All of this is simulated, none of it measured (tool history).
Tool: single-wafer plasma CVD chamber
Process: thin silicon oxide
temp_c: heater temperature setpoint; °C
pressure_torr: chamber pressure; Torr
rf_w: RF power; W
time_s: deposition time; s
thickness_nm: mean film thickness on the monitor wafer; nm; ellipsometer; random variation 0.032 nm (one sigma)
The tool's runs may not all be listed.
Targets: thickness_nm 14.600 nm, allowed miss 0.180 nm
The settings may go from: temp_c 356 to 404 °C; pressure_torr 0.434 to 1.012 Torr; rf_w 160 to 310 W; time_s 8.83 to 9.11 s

run	hour	temp_c	pressure_torr	rf_w	time_s	thickness_nm
1	0.0	380	0.723	235	8.83	13.348
2	1.1	380	0.731	235	8.83	13.532
3	6.6	380	0.738	235	8.83	13.659
4	9.4	386	0.738	235	8.83	13.609
5	17.2	386	0.744	235	8.83	13.704
6	21.9	379	0.744	235	8.83	13.830
7	24.2	379	0.748	235	8.83	13.799
8	30.5	379	0.753	235	8.83	13.937
9	35.6	379	0.753	235	8.83	13.929
10	38.0	379	0.757	235	8.83	14.003
11	41.6	379	0.761	235	8.83	14.092
12	42.8	379	0.764	235	8.83	14.144
13	43.5	379	0.767	235	8.83	14.174
14	46.8	379	0.770	235	8.83	14.188

Which of these 5 next moves meets every target?
A	50.1	385	0.825	215	9.02	?
B	50.1	382	0.809	200	8.99	?
C	50.1	377	0.765	240	8.83	?
D	50.1	372	0.769	220	9.00	?
E	50.1	378	0.739	235	8.85	?

move	thickness_nm
A	14.547
B	13.639
C	14.314
D	13.983
E	13.733
A: meets every target
B: further off than the last run
C: nearer than the last run, and not there yet
D: further off than the last run
E: further off than the last run
Move A is the one to make.
